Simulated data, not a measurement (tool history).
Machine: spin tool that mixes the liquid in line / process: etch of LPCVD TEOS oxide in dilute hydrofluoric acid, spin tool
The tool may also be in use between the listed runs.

run	day	temperature setpoint of the liquid (°C)	parts of water to one part of 49 % hydrofluoric acid (parts by volume)	time under the liquid (s)	thickness taken off the LPCVD TEOS oxide on a monitor wafer (angstrom)
1	0	20	50	230	883.61
2	0.346	20	50	230	895.2
3	0.654	20	50	245	932.04
4	0.733	21	50	245	976.13
5	0.933	19.5	50	245	911.58
6	1.204	20.5	50	245	960.21
7	1.421	21	50	245	987.66
8	1.683	21.5	50	245	998.71
9	1.996	22	50	245	1008.6

What will run 10 give?
10	2.046	22.5	50	245	?

thickness taken off the LPCVD TEOS oxide on a monitor wafer (angstrom): 1052.5
